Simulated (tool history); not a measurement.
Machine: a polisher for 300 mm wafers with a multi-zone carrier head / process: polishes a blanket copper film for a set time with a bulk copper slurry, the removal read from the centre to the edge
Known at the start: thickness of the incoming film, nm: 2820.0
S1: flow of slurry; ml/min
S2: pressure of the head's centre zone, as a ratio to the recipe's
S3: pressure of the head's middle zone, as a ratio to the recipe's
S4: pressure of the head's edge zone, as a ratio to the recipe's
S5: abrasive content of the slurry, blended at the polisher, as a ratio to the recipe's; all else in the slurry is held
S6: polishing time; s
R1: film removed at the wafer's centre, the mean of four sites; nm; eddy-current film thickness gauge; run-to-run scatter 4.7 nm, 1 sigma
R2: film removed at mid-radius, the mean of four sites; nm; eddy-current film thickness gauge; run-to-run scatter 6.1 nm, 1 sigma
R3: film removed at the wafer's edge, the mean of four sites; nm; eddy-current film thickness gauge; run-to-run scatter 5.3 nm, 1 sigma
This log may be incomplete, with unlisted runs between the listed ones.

run	hour	S1	S2	S3	S4	S5	S6	R1	R2	R3
1	0	185	1	1	1	1	49	378.41	392.41	407.48
2	1.1	195	1.02	1.02	1.02	1.05	50	411.61	428.15	419.34
3	5.3	195	1.02	1.02	1.02	1.05	58	475.87	493.12	497.25
4	11.5	195	1.02	1.02	1.02	0.95	58	467.05	475.66	476.98
5	16.8	175	1.02	1.02	1.02	0.95	58	456.63	478.37	476.05
6	25.6	180	1.03	1.02	1.03	1.05	58	470.04	487.54	489.09

Run 7 comes next. What will it give?
7	27.5	190	1.04	1.02	1.04	1.1	58	?	?	?

{"run 7": {"R1": 484.16, "R2": 496.09, "R3": 496.61}}

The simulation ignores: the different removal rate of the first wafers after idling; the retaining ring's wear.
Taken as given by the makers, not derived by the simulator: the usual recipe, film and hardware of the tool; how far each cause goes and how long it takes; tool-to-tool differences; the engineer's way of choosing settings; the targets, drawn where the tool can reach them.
